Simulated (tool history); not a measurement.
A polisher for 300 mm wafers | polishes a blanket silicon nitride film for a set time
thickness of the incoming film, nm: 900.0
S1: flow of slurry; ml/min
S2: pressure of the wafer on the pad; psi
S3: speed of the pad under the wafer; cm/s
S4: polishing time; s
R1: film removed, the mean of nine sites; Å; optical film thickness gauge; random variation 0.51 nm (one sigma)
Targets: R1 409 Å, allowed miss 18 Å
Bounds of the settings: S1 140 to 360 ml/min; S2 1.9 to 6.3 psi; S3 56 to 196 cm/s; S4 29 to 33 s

{"run": 1, "hour": 0.0, "S1": 230, "S2": 4.1, "S3": 126, "S4": 33, "R1": 726.28}
{"run": 2, "hour": 2.6, "S1": 230, "S2": 4.1, "S3": 126, "S4": 29, "R1": 644.09}
{"run": 3, "hour": 5.0, "S1": 230, "S2": 3.5, "S3": 124, "S4": 29, "R1": 557.53}
{"run": 4, "hour": 6.5, "S1": 270, "S2": 3.5, "S3": 124, "S4": 29, "R1": 564.49}
{"run": 5, "hour": 14.9, "S1": 295, "S2": 3.5, "S3": 124, "S4": 29, "R1": 564.27}
{"run": 6, "hour": 17.3, "S1": 295, "S2": 3.1, "S3": 122, "S4": 29, "R1": 500.69}
{"run": 7, "hour": 22.8, "S1": 295, "S2": 3.1, "S3": 122, "S4": 29, "R1": 493.99}
{"run": 8, "hour": 31.3, "S1": 295, "S2": 2.2, "S3": 120, "S4": 29, "R1": 352.44}
{"run": 9, "hour": 32.7, "S1": 295, "S2": 2.3, "S3": 120, "S4": 29, "R1": 365.26}
{"run": 10, "hour": 35.2, "S1": 295, "S2": 2.8, "S3": 122, "S4": 29, "R1": 445.57}
{"run": 11, "hour": 36.3, "S1": 290, "S2": 2.7, "S3": 122, "S4": 29, "R1": 436.56}

Which of these 4 next moves meets every target?
{"run": "A", "hour": 37.4, "S1": 265, "S2": 2.8, "S3": 108, "S4": 33, "R1": "?"}
{"run": "B", "hour": 37.4, "S1": 285, "S2": 1.9, "S3": 136, "S4": 31, "R1": "?"}
{"run": "C", "hour": 37.4, "S1": 310, "S2": 2.8, "S3": 108, "S4": 33, "R1": "?"}
{"run": "D", "hour": 37.4, "S1": 265, "S2": 2.6, "S3": 100, "S4": 33, "R1": "?"}

move=A R1=451.08
move=B R1=357.06
move=C R1=457.2
move=D R1=395.51
A: further off than the last run
B: takes the result that was furthest off past its target
C: further off than the last run
D: meets every target
Answer: D
